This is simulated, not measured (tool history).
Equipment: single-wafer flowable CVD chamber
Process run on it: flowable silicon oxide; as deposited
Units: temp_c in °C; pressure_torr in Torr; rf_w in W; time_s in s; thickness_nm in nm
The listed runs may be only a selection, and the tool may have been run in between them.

{"run": 1, "hour": 0.0, "temp_c": 105, "pressure_torr": 0.946, "rf_w": 2090, "time_s": 443, "thickness_nm": 284.48}
{"run": 2, "hour": 6.1, "temp_c": 105, "pressure_torr": 1.03, "rf_w": 2090, "time_s": 443, "thickness_nm": 309.72}
{"run": 3, "hour": 11.5, "temp_c": 105, "pressure_torr": 1.03, "rf_w": 1960, "time_s": 443, "thickness_nm": 306.74}
{"run": 4, "hour": 16.6, "temp_c": 105, "pressure_torr": 1.03, "rf_w": 1795, "time_s": 443, "thickness_nm": 299.27}
{"run": 5, "hour": 25.6, "temp_c": 100, "pressure_torr": 1.03, "rf_w": 1795, "time_s": 443, "thickness_nm": 363.13}
{"run": 6, "hour": 33.7, "temp_c": 107, "pressure_torr": 1.03, "rf_w": 1795, "time_s": 443, "thickness_nm": 277.97}

What does the tool deliver on the next run?
{"run": 7, "hour": 41.0, "temp_c": 107, "pressure_torr": 1.03, "rf_w": 1795, "time_s": 443, "thickness_nm": "?"}

{"run 7": {"thickness_nm": 279.65}}

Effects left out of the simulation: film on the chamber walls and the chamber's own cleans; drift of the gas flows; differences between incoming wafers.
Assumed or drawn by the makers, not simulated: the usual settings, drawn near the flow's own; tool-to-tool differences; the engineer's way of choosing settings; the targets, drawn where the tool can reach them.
